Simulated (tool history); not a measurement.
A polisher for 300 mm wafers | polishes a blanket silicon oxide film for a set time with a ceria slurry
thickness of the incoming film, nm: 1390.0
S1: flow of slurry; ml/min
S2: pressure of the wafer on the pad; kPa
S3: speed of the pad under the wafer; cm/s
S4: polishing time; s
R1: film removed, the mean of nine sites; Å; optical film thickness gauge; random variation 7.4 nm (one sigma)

run,hour,S1,S2,S3,S4,R1
1,0.0,180,17.9,118,77,3711.0
2,1.6,180,17.9,118,77,3744.6
3,9.7,180,19.3,118,77,3959.0
4,13.4,180,19.3,100,77,3404.5
5,18.9,180,15.9,100,77,3017.3
6,25.8,180,15.9,100,77,2975.3
7,31.3,180,17.9,104,77,3406.4
8,34.1,180,19.3,108,77,3702.1
9,36.4,180,20.7,110,77,4002.7

The next listed run, before its measurement:
10,42.9,180,22.1,112,77,?

Run 10 gave R1 4287.9 Å.
